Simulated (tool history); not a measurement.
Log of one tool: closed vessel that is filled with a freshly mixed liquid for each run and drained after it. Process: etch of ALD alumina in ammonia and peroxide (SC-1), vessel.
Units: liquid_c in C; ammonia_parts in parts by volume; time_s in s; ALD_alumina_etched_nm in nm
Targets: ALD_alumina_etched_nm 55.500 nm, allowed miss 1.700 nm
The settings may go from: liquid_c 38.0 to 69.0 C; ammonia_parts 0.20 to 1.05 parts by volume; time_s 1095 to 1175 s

| run | hour | liquid_c | ammonia_parts | time_s | ALD_alumina_etched_nm |
|---|---|---|---|---|---|
| 1 | 0.0 | 53.0 | 0.55 | 1095 | 88.301 |
| 2 | 5.8 | 52.0 | 0.55 | 1095 | 83.134 |
| 3 | 12.3 | 52.0 | 0.65 | 1095 | 85.239 |
| 4 | 16.0 | 57.0 | 0.65 | 1095 | 111.120 |
| 5 | 18.2 | 57.0 | 0.75 | 1095 | 111.750 |
| 6 | 24.4 | 55.5 | 0.75 | 1095 | 103.470 |
| 7 | 33.6 | 54.0 | 0.75 | 1095 | 94.123 |
| 8 | 37.6 | 53.0 | 0.75 | 1095 | 90.797 |
| 9 | 39.0 | 52.0 | 0.75 | 1095 | 86.789 |
| 10 | 45.7 | 51.0 | 0.75 | 1095 | 81.456 |
| 11 | 47.5 | 50.0 | 0.75 | 1095 | 76.947 |
| 12 | 55.7 | 49.0 | 0.75 | 1095 | 73.186 |
| 13 | 61.7 | 48.5 | 0.75 | 1095 | 70.039 |
| 14 | 62.9 | 48.0 | 0.75 | 1095 | 69.456 |
| 15 | 64.5 | 47.5 | 0.75 | 1095 | 67.570 |
| 16 | 70.0 | 43.0 | 0.75 | 1095 | 51.730 |
| 17 | 75.7 | 43.5 | 0.75 | 1095 | 53.385 |

Which of these 4 next moves meets every target?
| A | 81.4 | 44.5 | 0.50 | 1110 | ? |
| B | 81.4 | 44.0 | 0.90 | 1170 | ? |
| C | 81.4 | 44.0 | 0.75 | 1175 | ? |
| D | 81.4 | 43.0 | 0.75 | 1095 | ? |

| move | ALD_alumina_etched_nm |
|---|---|
| A | 54.554 |
| B | 59.110 |
| C | 58.336 |
| D | 51.323 |
A: meets every target
B: takes the result that was furthest off past its target
C: takes the result that was furthest off past its target
D: further off than the last run
Move A is the one to make.
